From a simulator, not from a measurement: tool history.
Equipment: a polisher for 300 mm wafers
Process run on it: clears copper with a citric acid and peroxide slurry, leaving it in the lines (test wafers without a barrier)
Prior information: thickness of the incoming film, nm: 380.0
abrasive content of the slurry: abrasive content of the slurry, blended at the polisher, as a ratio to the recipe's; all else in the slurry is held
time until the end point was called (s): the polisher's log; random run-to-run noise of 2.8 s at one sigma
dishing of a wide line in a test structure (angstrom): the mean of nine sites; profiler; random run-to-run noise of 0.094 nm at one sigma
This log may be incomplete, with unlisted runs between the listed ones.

run  hour  flow of slurry (ml/min)  pressure of the wafer on the pad (kPa)  speed of the pad under the wafer (m/s)  abrasive content of the slurry  overpolish time after the end point (s)  time until the end point was called (s)  dishing of a wide line in a test structure (angstrom)
  1     0                      245                                    26.9                                    1.34                               1                                       14                                   103.06                                                 232.48
  2   5.7                      245                                    26.9                                    1.34                            0.85                                       14                                   109.31                                                 229.07
  3  10.7                      220                                    23.4                                    1.16                             0.9                                       12                                   138.84                                                 187.05
  4  17.7                      220                                    23.4                                    1.16                             0.9                                       14                                   138.89                                                 200.28
  5    25                      200                                    20.7                                    1.02                             0.9                                       12                                   174.63                                                 160.06
  6  29.8                      200                                    20.7                                    0.84                             0.9                                       12                                   209.08                                                 137.85

What will run 7 give?
  7  30.9                      240                                    18.6                                    0.78                               1                                       10                                        ?                                                      ?

For run 7 the tool returned time until the end point was called (s) 237, dishing of a wide line in a test structure (angstrom) 109.91.

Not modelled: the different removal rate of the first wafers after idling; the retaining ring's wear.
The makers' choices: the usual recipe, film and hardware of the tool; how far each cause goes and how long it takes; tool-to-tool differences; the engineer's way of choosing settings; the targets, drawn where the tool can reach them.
